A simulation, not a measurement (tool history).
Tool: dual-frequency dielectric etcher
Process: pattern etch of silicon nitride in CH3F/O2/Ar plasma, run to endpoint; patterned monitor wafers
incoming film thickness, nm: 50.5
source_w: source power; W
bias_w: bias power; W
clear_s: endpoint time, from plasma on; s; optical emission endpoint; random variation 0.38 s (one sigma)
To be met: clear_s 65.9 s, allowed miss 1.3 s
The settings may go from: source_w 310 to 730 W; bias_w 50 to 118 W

| run | hour | source_w | bias_w | clear_s |
|---|---|---|---|---|
| 1 | 0 | 520 | 84 | 59.425 |
| 2 | 5.2 | 580 | 84 | 56.878 |
| 3 | 12.1 | 580 | 78 | 57.324 |
| 4 | 14.3 | 530 | 78 | 59.401 |
| 5 | 16.2 | 510 | 77 | 60.705 |
| 6 | 19.6 | 470 | 77 | 62.736 |
| 7 | 20.7 | 460 | 77 | 62.247 |
| 8 | 25.6 | 450 | 76 | 63.799 |

5 next moves are on the table. One of them brings every result within its allowed miss. Which?
| A | 30.5 | 350 | 77 | ? |
| B | 30.5 | 360 | 80 | ? |
| C | 30.5 | 480 | 53 | ? |
| D | 30.5 | 500 | 85 | ? |
| E | 30.5 | 360 | 78 | ? |

| move | clear_s |
|---|---|
| A | 70.428 |
| B | 69.124 |
| C | 66.07 |
| D | 59.933 |
| E | 69.464 |
A: takes the result that was furthest off past its target
B: takes the result that was furthest off past its target
C: meets every target
D: further off than the last run
E: takes the result that was furthest off past its target
The right move is C.
